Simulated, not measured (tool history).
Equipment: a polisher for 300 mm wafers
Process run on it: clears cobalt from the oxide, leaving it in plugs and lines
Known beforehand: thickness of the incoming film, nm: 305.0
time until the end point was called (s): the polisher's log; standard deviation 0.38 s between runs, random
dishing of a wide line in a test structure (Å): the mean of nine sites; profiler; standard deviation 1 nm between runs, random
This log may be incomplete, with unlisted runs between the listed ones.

run	day	flow of slurry (ml/min)	pressure of the wafer on the pad (psi)	speed of the pad under the wafer (cm/s)	overpolish time after the end point (s)	time until the end point was called (s)	dishing of a wide line in a test structure (Å)
1	0.000	160	1.6	94	14	63.178	416.68
2	0.312	195	1.6	94	14	61.455	404.60
3	0.458	195	1.6	84	14	67.814	401.69
4	0.604	195	1.6	74	14	78.074	349.58
5	0.825	215	1.6	74	14	76.756	357.09
6	0.929	180	1.6	74	14	77.918	352.45

Run 7 comes next. What will it give?
7	1.029	180	1.9	74	14	?	?

time until the end point was called (s): 65.379
dishing of a wide line in a test structure (Å): 404.65
